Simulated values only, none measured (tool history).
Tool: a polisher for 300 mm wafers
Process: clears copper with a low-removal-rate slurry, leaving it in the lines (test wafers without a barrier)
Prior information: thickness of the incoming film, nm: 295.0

run	day	flow of slurry (ml/min)	pressure of the wafer on the pad (psi)	speed of the pad under the wafer (m/s)	abrasive content of the slurry	overpolish time after the end point (s)	time until the end point was called (s)	dishing of a wide line in a test structure (Å)
1	0.000	250	2.4	1.16	1.0	13	121.03	261.75
2	0.121	300	2.4	1.16	1.0	13	116.40	265.26
3	0.225	285	2.2	1.16	1.0	14	129.29	268.50
4	0.554	285	2.2	1.16	1.0	9	129.50	171.14
5	0.583	275	2.0	1.16	1.0	11	141.43	187.10
6	0.917	265	1.9	1.16	1.0	12	148.17	191.41
7	1.258	250	1.3	1.14	1.0	18	222.81	204.13
8	1.617	265	1.4	1.14	1.0	18	205.51	209.22
9	1.667	280	1.4	1.14	1.0	18	200.85	221.94

Run 10 has not been measured yet. What should we expect?
10	1.842	290	1.4	1.14	1.0	18	?	?

Run 10 yielded time until the end point was called (s) 204.13, dishing of a wide line in a test structure (Å) 216.20.
